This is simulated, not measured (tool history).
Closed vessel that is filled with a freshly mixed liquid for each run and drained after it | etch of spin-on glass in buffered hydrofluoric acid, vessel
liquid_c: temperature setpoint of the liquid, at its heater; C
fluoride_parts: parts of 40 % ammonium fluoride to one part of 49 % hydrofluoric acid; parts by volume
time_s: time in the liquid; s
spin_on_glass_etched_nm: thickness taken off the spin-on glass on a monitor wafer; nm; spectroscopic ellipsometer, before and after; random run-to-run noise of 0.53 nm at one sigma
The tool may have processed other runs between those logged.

run,day,liquid_c,fluoride_parts,time_s,spin_on_glass_etched_nm
1,0,21,12.5,35,109.31
2,0.267,22,12.5,35,115
3,0.65,23,12.5,35,122.62
4,0.942,23.5,12.5,35,125.44
5,1.025,24,12.5,35,128.48
6,1.321,24.5,12.5,35,132.97

Run 7, settings as shown, results not yet in. Your forecast:
7,1.383,25,12.5,35,?

{"run 7": {"spin_on_glass_etched_nm": 136.42}}
